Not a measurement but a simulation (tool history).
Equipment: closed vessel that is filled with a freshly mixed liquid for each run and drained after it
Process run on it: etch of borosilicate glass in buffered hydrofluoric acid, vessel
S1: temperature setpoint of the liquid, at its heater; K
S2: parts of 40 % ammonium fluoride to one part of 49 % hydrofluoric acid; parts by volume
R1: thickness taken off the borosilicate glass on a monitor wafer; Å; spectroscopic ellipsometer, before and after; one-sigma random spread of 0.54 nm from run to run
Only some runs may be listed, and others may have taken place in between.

run 1 hour=0.0 | S1=296.15 S2=14 time_in_the_liquid_(s)=90 | R1=722.60
run 2 hour=2.3 | S1=294.65 S2=14 time_in_the_liquid_(s)=90 | R1=664.63
run 3 hour=9.1 | S1=295.65 S2=14 time_in_the_liquid_(s)=90 | R1=703.17
run 4 hour=14.9 | S1=295.65 S2=14 time_in_the_liquid_(s)=90 | R1=708.07
run 5 hour=21.8 | S1=293.15 S2=14 time_in_the_liquid_(s)=90 | R1=615.05
run 6 hour=23.3 | S1=293.15 S2=16 time_in_the_liquid_(s)=90 | R1=541.44
run 7 hour=29.8 | S1=295.65 S2=16 time_in_the_liquid_(s)=90 | R1=616.84
run 8 hour=33.2 | S1=297.15 S2=16 time_in_the_liquid_(s)=90 | R1=667.28

Run 9 is up next; what results do you expect?
run 9 hour=35.3 | S1=298.15 S2=16 time_in_the_liquid_(s)=90 | R1=?

R1: 694.87 Å
